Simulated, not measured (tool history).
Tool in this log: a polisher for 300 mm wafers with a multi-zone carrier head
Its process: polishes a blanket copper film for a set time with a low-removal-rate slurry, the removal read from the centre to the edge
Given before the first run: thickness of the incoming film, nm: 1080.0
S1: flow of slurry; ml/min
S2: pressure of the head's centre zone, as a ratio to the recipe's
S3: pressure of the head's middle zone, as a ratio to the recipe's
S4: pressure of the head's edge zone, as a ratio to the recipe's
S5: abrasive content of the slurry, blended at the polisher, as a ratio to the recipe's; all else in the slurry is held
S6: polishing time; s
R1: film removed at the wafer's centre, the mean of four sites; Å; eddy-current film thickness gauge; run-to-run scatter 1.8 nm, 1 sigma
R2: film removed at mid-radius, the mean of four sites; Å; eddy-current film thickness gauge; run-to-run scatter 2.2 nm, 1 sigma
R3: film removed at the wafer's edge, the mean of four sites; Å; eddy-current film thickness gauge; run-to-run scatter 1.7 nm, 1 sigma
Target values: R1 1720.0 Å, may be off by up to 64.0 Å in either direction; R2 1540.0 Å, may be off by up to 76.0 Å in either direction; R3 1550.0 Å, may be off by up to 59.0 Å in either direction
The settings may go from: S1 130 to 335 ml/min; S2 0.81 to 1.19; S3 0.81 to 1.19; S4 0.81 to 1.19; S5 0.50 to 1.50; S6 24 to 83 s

run 1 hour=0.0 | S1=215 S2=1.00 S3=1.00 S4=1.00 S5=1.00 S6=53 | R1=1396.2 R2=1440.3 R3=1438.4
run 2 hour=6.5 | S1=220 S2=1.02 S3=1.00 S4=1.00 S5=1.00 S6=53 | R1=1443.8 R2=1454.9 R3=1454.1
run 3 hour=10.4 | S1=170 S2=1.02 S3=1.00 S4=1.00 S5=1.00 S6=53 | R1=1404.9 R2=1408.5 R3=1425.5
run 4 hour=13.1 | S1=170 S2=1.05 S3=1.00 S4=1.00 S5=1.00 S6=53 | R1=1423.8 R2=1378.6 R3=1424.9
run 5 hour=16.7 | S1=170 S2=1.05 S3=1.00 S4=1.00 S5=1.00 S6=47 | R1=1286.5 R2=1297.0 R3=1266.3
run 6 hour=19.3 | S1=175 S2=1.07 S3=1.00 S4=1.01 S5=1.05 S6=47 | R1=1297.4 R2=1286.0 R3=1276.6
run 7 hour=21.0 | S1=205 S2=1.17 S3=1.02 S4=1.00 S5=1.30 S6=57 | R1=1835.3 R2=1697.6 R3=1689.8
run 8 hour=26.7 | S1=205 S2=1.17 S3=1.01 S4=0.99 S5=1.30 S6=57 | R1=1834.4 R2=1634.8 R3=1659.6
run 9 hour=33.6 | S1=205 S2=1.17 S3=1.01 S4=0.98 S5=1.30 S6=57 | R1=1842.9 R2=1688.7 R3=1650.9
run 10 hour=41.0 | S1=205 S2=1.17 S3=1.00 S4=0.98 S5=1.30 S6=57 | R1=1841.1 R2=1691.1 R3=1654.0
run 11 hour=49.0 | S1=200 S2=1.17 S3=0.99 S4=0.98 S5=1.30 S6=57 | R1=1860.6 R2=1608.4 R3=1628.7
run 12 hour=52.2 | S1=195 S2=1.16 S3=0.99 S4=0.98 S5=1.30 S6=57 | R1=1800.9 R2=1641.1 R3=1645.1

Of the 5 settings listed for the next run, only one would bring every result within its allowed miss of target. Which one?
run A hour=55.4 | S1=225 S2=1.08 S3=0.83 S4=1.04 S5=1.40 S6=61 | R1=? R2=? R3=?
run B hour=55.4 | S1=180 S2=1.05 S3=0.89 S4=1.02 S5=1.40 S6=57 | R1=? R2=? R3=?
run C hour=55.4 | S1=215 S2=1.15 S3=1.01 S4=1.01 S5=1.35 S6=58 | R1=? R2=? R3=?
run D hour=55.4 | S1=185 S2=1.18 S3=0.85 S4=1.00 S5=1.30 S6=60 | R1=? R2=? R3=?
run E hour=55.4 | S1=220 S2=1.15 S3=0.97 S4=0.99 S5=1.35 S6=53 | R1=? R2=? R3=?

move=A R1=1886.6 R2=1586.1 R3=1882.4
move=B R1=1677.1 R2=1529.0 R3=1711.6
move=C R1=1871.2 R2=1735.1 R3=1739.1
move=D R1=1926.0 R2=1529.0 R3=1757.3
move=E R1=1713.8 R2=1538.9 R3=1577.4
A: lands further from the targets than the last run did
B: lands further from the targets than the last run did
C: lands further from the targets than the last run did
D: lands further from the targets than the last run did
E: meets every target
Answer: E
